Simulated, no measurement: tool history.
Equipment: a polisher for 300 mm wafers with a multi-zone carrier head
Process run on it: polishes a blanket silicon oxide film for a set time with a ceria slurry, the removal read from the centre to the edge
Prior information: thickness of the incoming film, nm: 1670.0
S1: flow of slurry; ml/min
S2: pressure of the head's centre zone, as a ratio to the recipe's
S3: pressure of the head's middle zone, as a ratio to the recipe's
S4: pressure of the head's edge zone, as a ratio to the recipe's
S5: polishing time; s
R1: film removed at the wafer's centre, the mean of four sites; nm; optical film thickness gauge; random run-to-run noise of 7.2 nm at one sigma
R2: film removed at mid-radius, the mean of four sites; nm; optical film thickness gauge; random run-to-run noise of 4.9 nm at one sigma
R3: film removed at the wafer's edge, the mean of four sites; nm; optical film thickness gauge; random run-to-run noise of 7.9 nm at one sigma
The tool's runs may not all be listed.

run,hour,S1,S2,S3,S4,S5,R1,R2,R3
1,0,245,1,1,1,70,451.35,461.87,460.05
2,4.5,250,1,1.01,1.02,72,463.14,476.22,478.47
3,11.6,250,1,1.09,1.02,72,455.39,513.67,477.93
4,18.3,250,1,1.13,1.02,72,455.13,521.03,476.85
5,19.7,215,1,1.13,1.02,72,457.15,510.7,461.89
6,25.7,190,1,1.13,1.02,72,443.9,501.59,471.35
7,27.3,190,1,1.13,1.04,74,459.29,526.47,469.55
8,28.1,210,0.99,1.12,1.03,76,474.31,531.52,493.41
9,31.9,210,0.99,1.12,1.03,76,480.25,546.34,497.04

For run 10, what comes out?
10,38.4,220,0.98,1.1,1.04,77,?,?,?

R1: 475.02 nm
R2: 546.2 nm
R3: 511.38 nm

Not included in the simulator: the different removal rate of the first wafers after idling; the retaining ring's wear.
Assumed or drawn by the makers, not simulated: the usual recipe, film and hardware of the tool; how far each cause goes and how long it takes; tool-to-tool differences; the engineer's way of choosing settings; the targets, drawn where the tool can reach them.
